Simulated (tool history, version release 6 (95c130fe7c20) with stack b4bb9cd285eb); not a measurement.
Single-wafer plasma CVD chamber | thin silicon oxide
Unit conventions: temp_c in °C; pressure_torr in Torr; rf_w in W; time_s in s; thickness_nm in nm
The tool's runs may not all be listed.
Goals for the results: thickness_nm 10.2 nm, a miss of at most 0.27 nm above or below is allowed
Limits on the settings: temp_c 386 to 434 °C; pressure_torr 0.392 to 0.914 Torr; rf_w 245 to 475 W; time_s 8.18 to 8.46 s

run,hour,temp_c,pressure_torr,rf_w,time_s,thickness_nm
1,0,410,0.653,360,8.18,12.621
2,5.4,410,0.704,360,8.18,13.421
3,11,410,0.638,355,8.18,12.252
4,16.8,410,0.729,355,8.18,13.864
5,21.7,410,0.729,355,8.18,13.732
6,22.3,410,0.729,355,8.46,14.359
7,26.9,410,0.647,350,8.45,12.644
8,29.1,410,0.598,345,8.44,11.711

Consider the 4 candidate settings below. Which is the only one whose results all fall within their allowed miss of target?
A,31.3,414,0.675,345,8.46,?
B,31.3,409,0.731,345,8.46,?
C,31.3,403,0.674,370,8.46,?
D,31.3,406,0.545,335,8.18,?

move,thickness_nm
A,13.119
B,14.187
C,13.554
D,10.24
A: lands further from the targets than the last run did
B: lands further from the targets than the last run did
C: lands further from the targets than the last run did
D: hits every target within its allowed miss
D meets every target.
